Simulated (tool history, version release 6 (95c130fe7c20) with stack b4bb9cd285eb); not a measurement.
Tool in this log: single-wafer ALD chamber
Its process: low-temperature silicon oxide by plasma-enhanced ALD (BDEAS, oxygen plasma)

run	day	heater temperature setpoint (K)	number of ALD cycles (cycles)	mean film thickness on the monitor wafer (nm)
1	0	363.15	26	4.0376
2	0.333	363.15	27	4.1941
3	0.588	356.15	27	4.2543
4	0.65	356.15	29	4.5651
5	0.825	355.15	29	4.587
6	1.192	355.15	27	4.2867
7	1.321	354.15	28	4.4779
8	1.642	352.15	29	4.6311

What does the tool deliver on the next run?
# day 1.771: thermocouple changed; heater temperature recalibrated
9	1.771	351.15	29	?

mean film thickness on the monitor wafer (nm): 4.6052

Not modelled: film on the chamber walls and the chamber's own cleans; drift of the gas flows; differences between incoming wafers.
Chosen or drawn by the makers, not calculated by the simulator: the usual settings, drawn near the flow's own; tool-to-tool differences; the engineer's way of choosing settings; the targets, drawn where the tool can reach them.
